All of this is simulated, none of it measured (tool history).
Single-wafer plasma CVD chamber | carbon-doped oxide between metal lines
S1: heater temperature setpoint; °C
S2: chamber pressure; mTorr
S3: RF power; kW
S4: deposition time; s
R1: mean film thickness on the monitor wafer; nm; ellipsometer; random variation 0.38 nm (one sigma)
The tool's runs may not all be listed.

Run 1, hour 0: S1 355 °C, S2 3910 mTorr, S3 0.54 kW, S4 26.8 s. Result: R1 135 nm.
Run 2, hour 7.7: S1 357 °C, S2 3790 mTorr, S3 0.52 kW, S4 26.8 s. Result: R1 129.61 nm.
Run 3, hour 16.2: S1 359 °C, S2 3650 mTorr, S3 0.51 kW, S4 26.8 s. Result: R1 127.17 nm.
Run 4, hour 22.7: S1 360 °C, S2 3550 mTorr, S3 0.5 kW, S4 26.8 s. Result: R1 124.91 nm.
Run 5, hour 25.7: S1 360 °C, S2 3550 mTorr, S3 0.5 kW, S4 27.7 s. Result: R1 127.63 nm.
Run 6, hour 30.1: S1 365 °C, S2 3550 mTorr, S3 0.5 kW, S4 27.7 s. Result: R1 127.15 nm.
Run 7, hour 38.3: S1 366 °C, S2 3450 mTorr, S3 0.49 kW, S4 27.7 s. Result: R1 124.56 nm.

Run 8 comes next. What will it give?
Run 8, hour 41.1: S1 367 °C, S2 3360 mTorr, S3 0.48 kW, S4 27.7 s. Result: R1 ?.

Run 8 gave R1 121.71 nm.
